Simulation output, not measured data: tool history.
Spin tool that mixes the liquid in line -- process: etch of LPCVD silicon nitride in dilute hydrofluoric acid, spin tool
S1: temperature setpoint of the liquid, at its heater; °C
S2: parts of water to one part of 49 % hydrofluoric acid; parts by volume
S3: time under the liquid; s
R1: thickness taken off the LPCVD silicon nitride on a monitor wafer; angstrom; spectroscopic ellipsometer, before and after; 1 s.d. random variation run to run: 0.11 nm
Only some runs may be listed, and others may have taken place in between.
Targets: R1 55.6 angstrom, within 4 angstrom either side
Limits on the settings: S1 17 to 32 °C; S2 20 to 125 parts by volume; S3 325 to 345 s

| run | hour | S1 | S2 | S3 | R1 |
|---|---|---|---|---|---|
| 1 | 0 | 24 | 70 | 325 | 24.665 |
| 2 | 2.9 | 24 | 70 | 345 | 25.224 |
| 3 | 5.9 | 24 | 70 | 345 | 26.359 |
| 4 | 9.3 | 26 | 65 | 345 | 32.381 |
| 5 | 10.9 | 26 | 75 | 345 | 27.254 |
| 6 | 14.9 | 27.5 | 70 | 345 | 32.129 |
| 7 | 23.3 | 28.5 | 65 | 345 | 37.402 |
|  | 26 | thermometer replaced |
| 8 | 26 | 32 | 50 | 345 | 68.471 |
| 9 | 27.1 | 31.5 | 50 | 345 | 66.311 |
| 10 | 29.6 | 31 | 50 | 345 | 63.848 |
| 11 | 31.8 | 30.5 | 50 | 345 | 63.637 |
| 12 | 36.6 | 30 | 50 | 345 | 61.723 |

Consider the 5 candidate settings below. Which is the only one whose results all fall within their allowed miss of target?
| A | 41.4 | 30 | 65 | 345 | ? |
| B | 41.4 | 30.5 | 40 | 325 | ? |
| C | 41.4 | 27.5 | 40 | 335 | ? |
| D | 41.4 | 31 | 50 | 345 | ? |
| E | 41.4 | 30 | 50 | 325 | ? |

| move | R1 |
|---|---|
| A | 45.339 |
| B | 71.33 |
| C | 60.435 |
| D | 62.73 |
| E | 55.416 |
A: pushes the last run's worst result past its target
B: lands further from the targets than the last run did
C: moves toward the targets from the last run without getting all of them in spec
D: lands further from the targets than the last run did
E: all results land within tolerance of their targets
E meets every target.

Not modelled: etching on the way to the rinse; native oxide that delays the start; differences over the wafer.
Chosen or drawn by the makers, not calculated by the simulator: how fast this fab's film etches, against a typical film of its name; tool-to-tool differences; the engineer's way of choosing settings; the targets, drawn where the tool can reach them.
